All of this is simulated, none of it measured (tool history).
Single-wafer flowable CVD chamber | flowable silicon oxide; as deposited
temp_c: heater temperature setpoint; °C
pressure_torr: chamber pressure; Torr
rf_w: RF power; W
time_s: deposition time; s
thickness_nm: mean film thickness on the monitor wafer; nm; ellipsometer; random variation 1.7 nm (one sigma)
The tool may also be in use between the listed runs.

Run 1, hour 0.0: temp_c 95 °C, pressure_torr 0.648 Torr, rf_w 1925 W, time_s 1180 s. Result: thickness_nm 626.30 nm.
Run 2, hour 1.2: temp_c 87 °C, pressure_torr 0.648 Torr, rf_w 1925 W, time_s 1180 s. Result: thickness_nm 810.30 nm.
Run 3, hour 9.3: temp_c 94 °C, pressure_torr 0.647 Torr, rf_w 1925 W, time_s 1180 s. Result: thickness_nm 643.81 nm.
Run 4, hour 16.7: temp_c 94 °C, pressure_torr 0.647 Torr, rf_w 1925 W, time_s 1216 s. Result: thickness_nm 663.36 nm.
Run 5, hour 17.4: temp_c 84 °C, pressure_torr 0.647 Torr, rf_w 1925 W, time_s 1216 s. Result: thickness_nm 897.65 nm.
Run 6, hour 26.4: temp_c 79 °C, pressure_torr 0.647 Torr, rf_w 1925 W, time_s 1216 s. Result: thickness_nm 1046.70 nm.
Run 7, hour 28.9: temp_c 91 °C, pressure_torr 0.644 Torr, rf_w 1925 W, time_s 1216 s. Result: thickness_nm 726.80 nm.
Run 8, hour 30.4: temp_c 98 °C, pressure_torr 0.644 Torr, rf_w 1925 W, time_s 1216 s. Result: thickness_nm 584.54 nm.
Run 9, hour 36.0: temp_c 98 °C, pressure_torr 0.644 Torr, rf_w 1925 W, time_s 1216 s. Result: thickness_nm 581.20 nm.
Run 10, hour 42.9: temp_c 102 °C, pressure_torr 0.644 Torr, rf_w 1925 W, time_s 1216 s. Result: thickness_nm 517.09 nm.

The next listed run, before its measurement:
Run 11, hour 44.2: temp_c 105 °C, pressure_torr 0.644 Torr, rf_w 1925 W, time_s 1216 s. Result: thickness_nm ?.

Run 11 gave thickness_nm 463.04 nm.
